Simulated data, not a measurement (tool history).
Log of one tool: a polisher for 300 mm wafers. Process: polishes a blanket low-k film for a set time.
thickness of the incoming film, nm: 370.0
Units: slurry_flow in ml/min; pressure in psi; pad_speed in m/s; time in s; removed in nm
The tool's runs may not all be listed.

| run | day | slurry_flow | pressure | pad_speed | slurry_solids | time | removed |
|---|---|---|---|---|---|---|---|
| 1 | 0 | 305 | 2.3 | 1.06 | 1 | 28 | 10.224 |
| 2 | 0.125 | 305 | 2.2 | 1.06 | 1 | 28 | 10.126 |
| 3 | 0.333 | 305 | 2.2 | 1.24 | 1 | 28 | 11.531 |
| 4 | 0.471 | 305 | 2 | 1.24 | 1 | 28 | 10.73 |
| 5 | 0.608 | 350 | 2 | 1.24 | 1 | 28 | 10.793 |
| 6 | 0.917 | 400 | 2 | 1.24 | 1 | 28 | 11.032 |
| 7 | 1.025 | 395 | 1.9 | 1.24 | 1 | 28 | 10.659 |
| 8 | 1.35 | 390 | 1.8 | 1.24 | 1 | 28 | 10.444 |

Forecast run 9:
| 9 | 1.721 | 385 | 1.6 | 1.24 | 1 | 28 | ? |

removed: 9.7062 nm
